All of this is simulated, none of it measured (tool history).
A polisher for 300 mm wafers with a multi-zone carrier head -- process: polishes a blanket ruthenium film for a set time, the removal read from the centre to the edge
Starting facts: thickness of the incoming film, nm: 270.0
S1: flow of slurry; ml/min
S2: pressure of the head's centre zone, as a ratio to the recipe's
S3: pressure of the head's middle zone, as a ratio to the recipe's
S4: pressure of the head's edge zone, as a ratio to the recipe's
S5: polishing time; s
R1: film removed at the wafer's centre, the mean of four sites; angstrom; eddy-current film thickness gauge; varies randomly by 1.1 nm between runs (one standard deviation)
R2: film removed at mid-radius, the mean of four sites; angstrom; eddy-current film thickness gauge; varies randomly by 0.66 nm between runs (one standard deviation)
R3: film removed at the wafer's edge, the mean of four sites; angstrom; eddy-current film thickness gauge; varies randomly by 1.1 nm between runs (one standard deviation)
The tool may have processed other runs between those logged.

{"run": 1, "day": 0.0, "S1": 265, "S2": 1, "S3": 1, "S4": 1, "S5": 74, "R1": 654.76, "R2": 659.76, "R3": 650.93}
{"run": 2, "day": 0.375, "S1": 300, "S2": 1, "S3": 1, "S4": 1, "S5": 74, "R1": 667.85, "R2": 661.4, "R3": 647.99}
{"run": 3, "day": 0.588, "S1": 300, "S2": 1.08, "S3": 1, "S4": 1, "S5": 74, "R1": 738.9, "R2": 674.02, "R3": 650.89}
{"run": 4, "day": 0.954, "S1": 285, "S2": 1.06, "S3": 0.99, "S4": 1.03, "S5": 78, "R1": 780.55, "R2": 693.47, "R3": 704.91}
{"run": 5, "day": 1.067, "S1": 285, "S2": 1.06, "S3": 0.99, "S4": 1.03, "S5": 90, "R1": 870.59, "R2": 791.33, "R3": 778.85}
{"run": 6, "day": 1.321, "S1": 275, "S2": 1.03, "S3": 0.99, "S4": 1.06, "S5": 91, "R1": 849.29, "R2": 808.83, "R3": 813.79}
{"run": 7, "day": 1.538, "S1": 270, "S2": 1.02, "S3": 0.98, "S4": 1.08, "S5": 91, "R1": 868.26, "R2": 809.45, "R3": 802.37}
{"run": 8, "day": 1.783, "S1": 270, "S2": 1.02, "S3": 0.98, "S4": 1.08, "S5": 91, "R1": 858.57, "R2": 784.26, "R3": 813.18}

Run 9 has not been measured yet. What should we expect?
{"run": 9, "day": 1.929, "S1": 270, "S2": 1.02, "S3": 0.98, "S4": 1.08, "S5": 91, "R1": "?", "R2": "?", "R3": "?"}

{"run 9": {"R1": 850.91, "R2": 795.89, "R3": 793.54}}

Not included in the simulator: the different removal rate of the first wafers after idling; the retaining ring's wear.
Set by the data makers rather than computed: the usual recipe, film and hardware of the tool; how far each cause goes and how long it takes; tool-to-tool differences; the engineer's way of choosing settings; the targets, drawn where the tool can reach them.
